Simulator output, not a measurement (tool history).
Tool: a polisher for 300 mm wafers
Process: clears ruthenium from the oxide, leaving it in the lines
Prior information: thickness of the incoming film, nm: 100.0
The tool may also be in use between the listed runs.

run,hour,flow of slurry (ml/min),pressure of the wafer on the pad (psi),speed of the pad under the wafer (cm/s),overpolish time after the end point (s),time until the end point was called (s)
1,0,255,1.7,120,4,96.171
2,0.6,255,1.7,94,4,126.83
3,8.3,255,1.5,90,4,138.3
4,9.1,255,1.5,90,4,134.78
5,11.5,230,1.3,82,4,167.06
6,14.8,285,1.3,82,4,168.27
7,23.1,285,1.2,78,4,184.79
8,30.1,285,1.1,74,4,197.74

Expected results for the next run?
9,36.4,285,1,70,4,?

time until the end point was called (s): 226.94

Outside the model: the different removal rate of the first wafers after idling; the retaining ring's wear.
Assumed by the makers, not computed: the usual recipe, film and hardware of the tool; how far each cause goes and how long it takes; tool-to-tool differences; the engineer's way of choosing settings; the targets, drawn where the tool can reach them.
